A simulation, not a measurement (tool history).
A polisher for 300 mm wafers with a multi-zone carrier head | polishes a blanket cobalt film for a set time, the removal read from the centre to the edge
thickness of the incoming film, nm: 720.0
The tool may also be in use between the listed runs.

run	hour	flow of slurry (ml/min)	pressure of the head's centre zone	pressure of the head's middle zone	pressure of the head's edge zone	polishing time (s)	film removed at the wafer's centre (nm)	film removed at mid-radius (nm)	film removed at the wafer's edge (nm)
1	0.0	320	1.00	1.00	1.00	51	301.63	300.81	291.75
2	3.5	320	1.00	0.95	1.00	51	299.48	280.35	290.86
3	9.1	270	1.00	0.95	1.00	51	299.12	281.41	287.79
4	12.9	270	0.99	0.98	1.02	52	289.48	297.04	297.32
5	21.5	270	0.99	0.98	1.02	40	232.30	225.60	228.04
6	27.0	275	1.00	1.01	1.04	43	251.19	252.82	245.17
7	33.0	280	1.00	1.03	1.06	45	261.85	267.12	264.29
8	40.6	280	1.00	1.05	1.06	47	277.19	282.39	277.20
9	41.8	280	1.00	1.05	1.06	47	269.10	282.08	273.83
10	43.2	285	1.00	1.07	1.06	49	284.99	306.00	283.44

Forecast run 11:
11	47.2	290	1.00	1.09	1.07	50	?	?	?

Run 11 gave film removed at the wafer's centre (nm) 296.26, film removed at mid-radius (nm) 319.67, film removed at the wafer's edge (nm) 291.20.
